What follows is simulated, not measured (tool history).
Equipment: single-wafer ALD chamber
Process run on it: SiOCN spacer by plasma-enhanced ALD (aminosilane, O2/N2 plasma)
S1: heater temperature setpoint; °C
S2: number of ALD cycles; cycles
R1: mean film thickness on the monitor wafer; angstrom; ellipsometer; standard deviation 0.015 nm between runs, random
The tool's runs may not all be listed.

run	day	S1	S2	R1
1	0.000	390	76	43.657
2	0.046	390	70	40.218
3	0.171	384	70	40.178
4	0.338	384	66	38.077
5	0.579	389	66	37.884
6	0.804	389	74	42.776
7	1.121	389	69	39.888
8	1.233	389	65	37.335
9	1.446	389	63	36.507
10	1.475	389	62	35.769

Expected results for the next run?
11	1.779	389	61	?

{"run 11": {"R1": 35.141}}
